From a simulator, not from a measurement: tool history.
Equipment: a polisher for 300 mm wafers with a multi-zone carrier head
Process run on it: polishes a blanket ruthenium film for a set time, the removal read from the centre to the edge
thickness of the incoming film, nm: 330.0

run	day	flow of slurry (ml/min)	pressure of the head's centre zone	pressure of the head's middle zone	pressure of the head's edge zone	polishing time (s)	film removed at the wafer's centre (nm)	film removed at mid-radius (nm)	film removed at the wafer's edge (nm)
1	0.000	160	1.00	1.00	1.00	40	48.132	46.561	47.413
2	0.167	160	1.00	1.00	1.00	32	38.960	37.407	38.175
3	0.262	160	1.04	1.00	1.00	32	37.892	37.465	38.333
4	0.450	160	1.09	1.00	1.00	32	39.042	36.982	39.362
5	0.612	165	1.10	0.99	0.98	32	41.574	37.170	37.954
6	0.883	165	1.05	0.99	0.98	32	39.830	37.821	38.136
7	1.246	170	1.06	0.98	0.98	32	40.348	36.800	38.281
8	1.604	175	1.07	0.98	0.98	32	41.391	37.602	39.213
9	1.729	180	1.07	0.98	0.98	32	40.599	37.847	38.266
10	1.996	180	1.08	0.97	0.98	32	41.244	37.008	38.002
11	2.204	210	1.12	0.96	1.06	34	45.917	40.204	43.500

What does the tool deliver on the next run?
12	2.350	210	1.12	0.96	1.05	34	?	?	?

film removed at the wafer's centre (nm): 46.815
film removed at mid-radius (nm): 40.223
film removed at the wafer's edge (nm): 42.737

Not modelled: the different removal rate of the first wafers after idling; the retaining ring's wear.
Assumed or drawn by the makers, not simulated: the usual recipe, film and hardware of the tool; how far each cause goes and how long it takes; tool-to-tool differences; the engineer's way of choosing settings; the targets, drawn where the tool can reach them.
